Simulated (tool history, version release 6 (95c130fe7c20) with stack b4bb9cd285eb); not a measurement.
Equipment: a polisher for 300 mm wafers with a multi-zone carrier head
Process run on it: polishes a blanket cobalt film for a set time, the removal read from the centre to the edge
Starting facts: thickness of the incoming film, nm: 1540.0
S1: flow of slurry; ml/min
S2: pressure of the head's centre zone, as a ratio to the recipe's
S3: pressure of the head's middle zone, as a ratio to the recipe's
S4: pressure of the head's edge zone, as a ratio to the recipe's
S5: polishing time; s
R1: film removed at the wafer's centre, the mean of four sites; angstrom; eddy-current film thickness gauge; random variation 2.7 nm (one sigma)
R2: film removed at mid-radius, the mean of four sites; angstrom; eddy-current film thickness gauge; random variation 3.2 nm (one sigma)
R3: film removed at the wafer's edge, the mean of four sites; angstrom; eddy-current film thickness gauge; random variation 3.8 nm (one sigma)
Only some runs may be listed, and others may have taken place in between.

{"run": 1, "hour": 0.0, "S1": 185, "S2": 1, "S3": 1, "S4": 1, "S5": 55, "R1": 2873.3, "R2": 2856.8, "R3": 2829}
{"run": 2, "hour": 4.0, "S1": 195, "S2": 0.98, "S3": 1.02, "S4": 1.05, "S5": 58, "R1": 2960, "R2": 3081.8, "R3": 3102.1}
{"run": 3, "hour": 12.3, "S1": 210, "S2": 0.98, "S3": 1.04, "S4": 1.09, "S5": 60, "R1": 3135, "R2": 3271.4, "R3": 3236.5}
{"run": 4, "hour": 17.9, "S1": 210, "S2": 0.96, "S3": 1.04, "S4": 1.11, "S5": 63, "R1": 3174.2, "R2": 3407, "R3": 3454.1}
{"run": 5, "hour": 24.4, "S1": 210, "S2": 0.96, "S3": 1, "S4": 1.11, "S5": 63, "R1": 3248.3, "R2": 3310.5, "R3": 3453.7}
{"hour": 30.7, "done": "edge zone pressure recalibrated"}
{"run": 6, "hour": 30.7, "S1": 210, "S2": 0.88, "S3": 1, "S4": 1.11, "S5": 63, "R1": 2941.5, "R2": 3405.7, "R3": 3591}

Run 7 has not been measured yet. What should we expect?
{"run": 7, "hour": 32.3, "S1": 225, "S2": 0.89, "S3": 1.01, "S4": 1.12, "S5": 64, "R1": "?", "R2": "?", "R3": "?"}

Run 7 produced R1 3102.2 angstrom, R2 3452 angstrom, R3 3620.6 angstrom.
